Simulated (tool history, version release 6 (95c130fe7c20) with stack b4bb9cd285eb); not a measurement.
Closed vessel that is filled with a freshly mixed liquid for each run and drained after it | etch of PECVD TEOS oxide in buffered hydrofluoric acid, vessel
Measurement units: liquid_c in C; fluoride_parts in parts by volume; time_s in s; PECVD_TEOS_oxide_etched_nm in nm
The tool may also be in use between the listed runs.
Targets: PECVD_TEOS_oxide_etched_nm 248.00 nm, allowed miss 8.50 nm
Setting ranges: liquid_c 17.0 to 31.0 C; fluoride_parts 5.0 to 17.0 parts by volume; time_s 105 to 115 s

run,day,liquid_c,fluoride_parts,time_s,PECVD_TEOS_oxide_etched_nm
1,0.000,23.0,10.5,105,127.41
2,0.046,23.0,10.5,115,140.22
3,0.217,23.0,12.5,115,118.15
4,0.588,23.0,12.5,115,116.29
5,0.679,26.5,12.5,115,141.26
6,0.746,27.5,11.5,115,161.69
7,1.000,28.5,11.0,115,183.83
8,1.050,29.0,10.5,115,194.61

4 next moves are on the table. One of them brings every result within its allowed miss. Which?
A,1.100,29.0,8.0,115,?
B,1.100,29.5,9.0,115,?
C,1.100,25.5,9.0,105,?
D,1.100,26.5,9.0,105,?

move,PECVD_TEOS_oxide_etched_nm
A,248.11
B,224.21
C,165.43
D,174.57
A: all results land within tolerance of their targets
B: gains on the last run, yet a result remains outside its allowed miss
C: its largest miss is bigger than the last run's
D: its largest miss is bigger than the last run's
Answer: A

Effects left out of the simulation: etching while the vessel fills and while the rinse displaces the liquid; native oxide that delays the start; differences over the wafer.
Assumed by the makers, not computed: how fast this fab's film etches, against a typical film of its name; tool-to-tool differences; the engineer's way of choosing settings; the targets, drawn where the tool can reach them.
